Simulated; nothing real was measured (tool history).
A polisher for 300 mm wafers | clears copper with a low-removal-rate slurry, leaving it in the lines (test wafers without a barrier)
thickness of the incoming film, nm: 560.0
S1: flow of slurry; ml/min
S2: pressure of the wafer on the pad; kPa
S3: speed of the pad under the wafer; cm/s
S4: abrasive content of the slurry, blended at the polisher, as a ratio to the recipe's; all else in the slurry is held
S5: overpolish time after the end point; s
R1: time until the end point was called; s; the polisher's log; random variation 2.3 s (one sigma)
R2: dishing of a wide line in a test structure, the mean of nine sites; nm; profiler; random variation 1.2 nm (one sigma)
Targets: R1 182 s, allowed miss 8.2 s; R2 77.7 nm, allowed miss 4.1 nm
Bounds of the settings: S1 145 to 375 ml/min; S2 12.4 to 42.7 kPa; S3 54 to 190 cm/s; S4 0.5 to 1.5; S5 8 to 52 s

Run 1, hour 0: S1 240 ml/min, S2 27.6 kPa, S3 122 cm/s, S4 1, S5 26 s. Result: R1 109.42 s, R2 75.485 nm.
Run 2, hour 0.8: S1 240 ml/min, S2 25.5 kPa, S3 120 cm/s, S4 1, S5 29 s. Result: R1 120.01 s, R2 78.749 nm.
Run 3, hour 1.6: S1 240 ml/min, S2 23.4 kPa, S3 120 cm/s, S4 1, S5 31 s. Result: R1 128.32 s, R2 75.307 nm.
Run 4, hour 6.9: S1 240 ml/min, S2 22.1 kPa, S3 118 cm/s, S4 1, S5 33 s. Result: R1 139.2 s, R2 72.258 nm.
Run 5, hour 11: S1 240 ml/min, S2 22.1 kPa, S3 118 cm/s, S4 1.1, S5 33 s. Result: R1 136.5 s, R2 75.787 nm.
Run 6, hour 12.5: S1 245 ml/min, S2 20.7 kPa, S3 116 cm/s, S4 1.1, S5 35 s. Result: R1 143.91 s, R2 75.986 nm.
Run 7, hour 18.1: S1 245 ml/min, S2 19.3 kPa, S3 116 cm/s, S4 1.1, S5 37 s. Result: R1 159.34 s, R2 73.69 nm.
Run 8, hour 22.5: S1 240 ml/min, S2 16.5 kPa, S3 114 cm/s, S4 1.1, S5 44 s. Result: R1 182.75 s, R2 71.961 nm.

4 next moves are on the table. One of them brings every result within its allowed miss. Which?
Run A, hour 26.9: S1 225 ml/min, S2 16.5 kPa, S3 114 cm/s, S4 0.8, S5 45 s. Result: R1 ?, R2 ?.
Run B, hour 26.9: S1 215 ml/min, S2 14.5 kPa, S3 126 cm/s, S4 1.1, S5 37 s. Result: R1 ?, R2 ?.
Run C, hour 26.9: S1 195 ml/min, S2 22.1 kPa, S3 78 cm/s, S4 0.8, S5 52 s. Result: R1 ?, R2 ?.
Run D, hour 26.9: S1 165 ml/min, S2 17.2 kPa, S3 106 cm/s, S4 1.4, S5 47 s. Result: R1 ?, R2 ?.

move      R1      R2
   A   198.3   70.35
   B  193.93  61.034
   C  208.55  77.855
   D  185.08  76.516
A: further off than the last run
B: further off than the last run
C: brings the result that was furthest off to its target, and leaves another outside
D: meets every target
Answer: D
